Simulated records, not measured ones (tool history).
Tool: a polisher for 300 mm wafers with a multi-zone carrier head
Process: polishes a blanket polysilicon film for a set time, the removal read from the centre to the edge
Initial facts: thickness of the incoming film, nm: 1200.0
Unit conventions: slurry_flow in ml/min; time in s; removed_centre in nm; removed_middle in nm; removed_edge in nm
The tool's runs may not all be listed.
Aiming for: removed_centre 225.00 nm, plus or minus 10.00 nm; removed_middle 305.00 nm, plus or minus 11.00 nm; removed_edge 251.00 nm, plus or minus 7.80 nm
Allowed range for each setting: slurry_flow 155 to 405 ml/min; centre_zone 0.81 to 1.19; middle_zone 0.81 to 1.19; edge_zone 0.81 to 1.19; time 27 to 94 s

run 1 day=0.000 | slurry_flow=260 centre_zone=1.00 middle_zone=1.00 edge_zone=1.00 time=60 | removed_centre=365.35 removed_middle=378.43 removed_edge=363.45
run 2 day=0.142 | slurry_flow=260 centre_zone=1.00 middle_zone=1.00 edge_zone=1.05 time=60 | removed_centre=353.90 removed_middle=378.69 removed_edge=378.03
run 3 day=0.208 | slurry_flow=260 centre_zone=1.06 middle_zone=1.00 edge_zone=1.05 time=60 | removed_centre=380.16 removed_middle=383.87 removed_edge=375.67
run 4 day=0.229 | slurry_flow=260 centre_zone=1.06 middle_zone=1.00 edge_zone=1.11 time=60 | removed_centre=396.60 removed_middle=379.34 removed_edge=389.73
run 5 day=0.425 | slurry_flow=260 centre_zone=1.06 middle_zone=0.93 edge_zone=1.11 time=60 | removed_centre=382.26 removed_middle=352.37 removed_edge=382.65
run 6 day=0.642 | slurry_flow=260 centre_zone=1.06 middle_zone=1.01 edge_zone=1.11 time=60 | removed_centre=384.61 removed_middle=378.96 removed_edge=382.06
run 7 day=0.992 | slurry_flow=260 centre_zone=1.04 middle_zone=1.03 edge_zone=1.09 time=57 | removed_centre=357.48 removed_middle=371.09 removed_edge=362.92
run 8 day=1.175 | slurry_flow=260 centre_zone=1.02 middle_zone=1.04 edge_zone=1.06 time=55 | removed_centre=337.03 removed_middle=368.68 removed_edge=344.21
run 9 day=1.504 | slurry_flow=260 centre_zone=1.00 middle_zone=1.04 edge_zone=1.04 time=53 | removed_centre=318.18 removed_middle=350.07 removed_edge=330.11
run 10 day=1.742 | slurry_flow=245 centre_zone=0.90 middle_zone=1.14 edge_zone=0.94 time=39 | removed_centre=208.62 removed_middle=274.36 removed_edge=226.16
run 11 day=2.058 | slurry_flow=245 centre_zone=0.90 middle_zone=1.14 edge_zone=0.94 time=39 | removed_centre=209.84 removed_middle=276.48 removed_edge=228.27
run 12 day=2.296 | slurry_flow=285 centre_zone=0.92 middle_zone=1.19 edge_zone=1.04 time=42 | removed_centre=242.86 removed_middle=314.86 removed_edge=266.55
run 13 day=2.367 | slurry_flow=280 centre_zone=0.92 middle_zone=1.19 edge_zone=1.03 time=42 | removed_centre=236.63 removed_middle=315.40 removed_edge=257.83
run 14 day=2.612 | slurry_flow=275 centre_zone=0.92 middle_zone=1.19 edge_zone=1.03 time=42 | removed_centre=236.87 removed_middle=316.01 removed_edge=263.15
run 15 day=2.875 | slurry_flow=270 centre_zone=0.92 middle_zone=1.19 edge_zone=1.02 time=42 | removed_centre=235.29 removed_middle=314.44 removed_edge=257.39
run 16 day=3.108 | slurry_flow=265 centre_zone=0.92 middle_zone=1.19 edge_zone=1.02 time=42 | removed_centre=238.43 removed_middle=306.60 removed_edge=255.93
run 17 day=3.308 | slurry_flow=265 centre_zone=0.91 middle_zone=1.19 edge_zone=1.02 time=42 | removed_centre=232.13 removed_middle=313.21 removed_edge=257.86

Below are 5 possible settings for the next run. Only one of them brings all results inside the allowed miss of their targets. Which is it?
run A day=3.508 | slurry_flow=180 centre_zone=0.87 middle_zone=1.14 edge_zone=0.98 time=48 | removed_centre=? removed_middle=? removed_edge=?
run B day=3.508 | slurry_flow=250 centre_zone=0.95 middle_zone=1.10 edge_zone=1.07 time=43 | removed_centre=? removed_middle=? removed_edge=?
run C day=3.508 | slurry_flow=300 centre_zone=0.91 middle_zone=1.19 edge_zone=1.05 time=40 | removed_centre=? removed_middle=? removed_edge=?
run D day=3.508 | slurry_flow=290 centre_zone=0.94 middle_zone=1.14 edge_zone=0.98 time=43 | removed_centre=? removed_middle=? removed_edge=?
run E day=3.508 | slurry_flow=280 centre_zone=0.95 middle_zone=1.19 edge_zone=1.00 time=42 | removed_centre=? removed_middle=? removed_edge=?

move=A removed_centre=231.21 removed_middle=308.41 removed_edge=276.26
move=B removed_centre=248.41 removed_middle=290.75 removed_edge=272.35
move=C removed_centre=229.92 removed_middle=299.39 removed_edge=257.21
move=D removed_centre=253.66 removed_middle=308.34 removed_edge=267.57
move=E removed_centre=248.78 removed_middle=310.59 removed_edge=262.21
A: lands further from the targets than the last run did
B: lands further from the targets than the last run did
C: every result within its allowed miss
D: lands further from the targets than the last run did
E: lands further from the targets than the last run did
C meets every target.
